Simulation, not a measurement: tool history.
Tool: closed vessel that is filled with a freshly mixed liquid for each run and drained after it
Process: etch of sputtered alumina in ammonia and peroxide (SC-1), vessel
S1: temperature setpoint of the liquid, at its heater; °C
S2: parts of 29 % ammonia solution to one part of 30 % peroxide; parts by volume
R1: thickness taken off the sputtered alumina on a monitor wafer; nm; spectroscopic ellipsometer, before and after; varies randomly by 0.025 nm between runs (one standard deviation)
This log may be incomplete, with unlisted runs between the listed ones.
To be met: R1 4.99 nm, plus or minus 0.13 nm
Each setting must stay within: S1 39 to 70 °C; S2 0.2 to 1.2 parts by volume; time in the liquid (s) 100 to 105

{"run": 1, "hour": 0.0, "S1": 55, "S2": 0.7, "time in the liquid (s)": 100, "R1": 10.237}
{"run": 2, "hour": 6.3, "S1": 52, "S2": 0.7, "time in the liquid (s)": 100, "R1": 8.7255}
{"run": 3, "hour": 10.8, "S1": 49.5, "S2": 0.7, "time in the liquid (s)": 100, "R1": 7.5973}
{"run": 4, "hour": 16.4, "S1": 45.5, "S2": 0.7, "time in the liquid (s)": 100, "R1": 6.0816}
{"run": 5, "hour": 21.3, "S1": 44.5, "S2": 0.7, "time in the liquid (s)": 100, "R1": 5.7898}
{"run": 6, "hour": 27.2, "S1": 44.5, "S2": 0.5, "time in the liquid (s)": 100, "R1": 5.5123}
{"run": 7, "hour": 33.6, "S1": 44, "S2": 0.5, "time in the liquid (s)": 100, "R1": 5.3995}
{"run": 8, "hour": 39.6, "S1": 43.5, "S2": 0.5, "time in the liquid (s)": 100, "R1": 5.2668}
{"run": 9, "hour": 40.8, "S1": 43, "S2": 0.5, "time in the liquid (s)": 100, "R1": 5.1501}

Which single option among these 5 for the next run brings every result within its allowed miss of target? Just one does.
{"run": "A", "hour": 42.0, "S1": 43.5, "S2": 0.55, "time in the liquid (s)": 100, "R1": "?"}
{"run": "B", "hour": 42.0, "S1": 43, "S2": 0.45, "time in the liquid (s)": 105, "R1": "?"}
{"run": "C", "hour": 42.0, "S1": 41.5, "S2": 0.6, "time in the liquid (s)": 105, "R1": "?"}
{"run": "D", "hour": 42.0, "S1": 41.5, "S2": 0.5, "time in the liquid (s)": 100, "R1": "?"}
{"run": "E", "hour": 42.0, "S1": 42.5, "S2": 0.7, "time in the liquid (s)": 105, "R1": "?"}

move=A R1=5.3133
move=B R1=5.3201
move=C R1=5.018
move=D R1=4.6967
move=E R1=5.3926
A: misses by more than the last run did
B: misses by more than the last run did
C: all results land within tolerance of their targets
D: takes the biggest miss from the last run beyond its target
E: misses by more than the last run did
C is the move that brings every result within its allowed miss.
